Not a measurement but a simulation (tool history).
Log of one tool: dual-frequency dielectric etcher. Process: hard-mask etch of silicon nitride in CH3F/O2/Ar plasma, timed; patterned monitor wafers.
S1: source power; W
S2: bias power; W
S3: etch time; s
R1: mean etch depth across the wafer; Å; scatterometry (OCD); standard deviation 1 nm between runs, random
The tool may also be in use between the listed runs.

run	day	S1	S2	S3	R1
1	0.000	470	57	323	1973.0
2	0.146	470	57	337	2044.9
3	0.179	540	57	337	2189.8
4	0.271	490	57	337	2096.3
5	0.462	490	49	337	2030.3
6	0.508	490	49	337	2029.7
7	0.617	540	52	337	2138.2
8	0.958	580	55	337	2234.4

Run 9 is up next; what results do you expect?
9	1.012	610	57	337	?

Logged for run 9: R1 2293.8 Å.

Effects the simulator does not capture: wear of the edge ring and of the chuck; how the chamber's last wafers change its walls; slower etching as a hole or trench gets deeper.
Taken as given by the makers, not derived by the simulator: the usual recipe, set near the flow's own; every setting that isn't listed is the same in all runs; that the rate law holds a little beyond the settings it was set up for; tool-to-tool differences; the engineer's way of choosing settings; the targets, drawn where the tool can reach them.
